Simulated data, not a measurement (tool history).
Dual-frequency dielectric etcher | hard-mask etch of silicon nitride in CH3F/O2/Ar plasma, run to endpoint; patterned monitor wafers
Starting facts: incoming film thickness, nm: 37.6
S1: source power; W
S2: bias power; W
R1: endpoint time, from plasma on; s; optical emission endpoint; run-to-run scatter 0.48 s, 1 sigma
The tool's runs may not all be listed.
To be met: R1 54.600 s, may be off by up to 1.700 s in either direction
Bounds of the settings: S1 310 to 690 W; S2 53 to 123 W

run  hour   S1  S2      R1
  1   0.0  500  88  44.530
  2   6.5  480  85  47.012
  3   8.9  420  85  50.027
  4  12.1  470  85  47.326
  5  17.0  540  85  44.027
  6  17.8  540  79  46.137
  7  21.7  520  78  47.156
  8  26.3  510  77  47.865
  9  32.1  500  76  48.208
 10  33.3  490  75  49.407
 11  42.3  490  75  48.710
 12  49.8  480  74  50.531
 13  53.2  470  74  49.520
 14  57.7  460  73  51.948
 15  61.3  440  72  52.496

5 candidate next runs follow, results not yet known. Just one meets every target within its allowed miss. Identify it.
  A  64.9  450  76   ?
  B  64.9  310  93   ?
  C  64.9  460  76   ?
  D  64.9  400  84   ?
  E  64.9  410  89   ?

move      R1
   A  49.786
   B  54.073
   C  49.302
   D  50.281
   E  48.506
A: misses by more than the last run did
B: all results land within tolerance of their targets
C: misses by more than the last run did
D: misses by more than the last run did
E: misses by more than the last run did
B is the move that brings every result within its allowed miss.

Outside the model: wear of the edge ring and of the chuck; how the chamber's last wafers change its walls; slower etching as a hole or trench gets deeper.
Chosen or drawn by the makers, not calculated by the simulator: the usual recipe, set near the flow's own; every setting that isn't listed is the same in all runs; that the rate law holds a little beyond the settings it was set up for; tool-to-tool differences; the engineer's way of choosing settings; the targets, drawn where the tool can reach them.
